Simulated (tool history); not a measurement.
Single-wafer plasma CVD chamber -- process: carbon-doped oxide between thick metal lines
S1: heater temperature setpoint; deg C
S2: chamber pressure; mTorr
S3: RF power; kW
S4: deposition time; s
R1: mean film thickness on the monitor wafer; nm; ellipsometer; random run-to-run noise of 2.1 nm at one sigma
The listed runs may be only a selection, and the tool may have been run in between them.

Run 1, hour 0: S1 330 deg C, S2 5690 mTorr, S3 0.55 kW, S4 131 s. Result: R1 734.53 nm.
Run 2, hour 7.4: S1 335 deg C, S2 5690 mTorr, S3 0.55 kW, S4 131 s. Result: R1 722.7 nm.
Run 3, hour 13: S1 333 deg C, S2 5870 mTorr, S3 0.56 kW, S4 131 s. Result: R1 736.37 nm.
Run 4, hour 21.4: S1 331 deg C, S2 5980 mTorr, S3 0.57 kW, S4 131 s. Result: R1 754.87 nm.
Run 5, hour 25.8: S1 329 deg C, S2 6130 mTorr, S3 0.575 kW, S4 131 s. Result: R1 762.97 nm.
Run 6, hour 32.8: S1 329 deg C, S2 6130 mTorr, S3 0.575 kW, S4 125 s. Result: R1 730.31 nm.
Run 7, hour 41.1: S1 328 deg C, S2 6210 mTorr, S3 0.59 kW, S4 125 s. Result: R1 747.83 nm.
Run 8, hour 45.6: S1 327 deg C, S2 6300 mTorr, S3 0.6 kW, S4 125 s. Result: R1 754.23 nm.
Run 9, hour 47.3: S1 326 deg C, S2 6380 mTorr, S3 0.61 kW, S4 125 s. Result: R1 768.24 nm.

Predict the results of run 10:
Run 10, hour 54.5: S1 325 deg C, S2 6460 mTorr, S3 0.62 kW, S4 125 s. Result: R1 ?.

{"run 10": {"R1": 776.76}}
